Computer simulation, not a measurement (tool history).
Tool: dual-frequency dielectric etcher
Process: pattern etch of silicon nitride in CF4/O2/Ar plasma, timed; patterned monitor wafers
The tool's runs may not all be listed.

| run | hour | source power (kW) | bias power (kW) | Ar flow (sccm) | CF4 flow (sccm) | etch time (s) | mean etch depth across the wafer (nm) |
|---|---|---|---|---|---|---|---|
| 1 | 0.0 | 0.430 | 0.048 | 132 | 116 | 338.5 | 499.66 |
| 2 | 6.7 | 0.410 | 0.048 | 132 | 116 | 338.5 | 476.37 |
| 3 | 13.8 | 0.410 | 0.048 | 132 | 101 | 338.5 | 465.74 |
| 4 | 19.0 | 0.370 | 0.048 | 132 | 101 | 338.5 | 416.95 |
| 5 | 26.5 | 0.370 | 0.048 | 132 | 101 | 338.5 | 418.47 |
| 6 | 32.7 | 0.360 | 0.048 | 132 | 101 | 338.5 | 405.68 |
| 7 | 36.3 | 0.350 | 0.048 | 132 | 101 | 338.5 | 392.75 |
| 8 | 41.8 | 0.340 | 0.048 | 132 | 101 | 338.5 | 382.27 |
| 9 | 47.1 | 0.290 | 0.047 | 132 | 101 | 338.5 | 312.75 |

What will run 10 give?
| 10 | 52.9 | 0.310 | 0.047 | 132 | 101 | 338.5 | ? |

{"run 10": {"mean etch depth across the wafer (nm)": 341.93}}
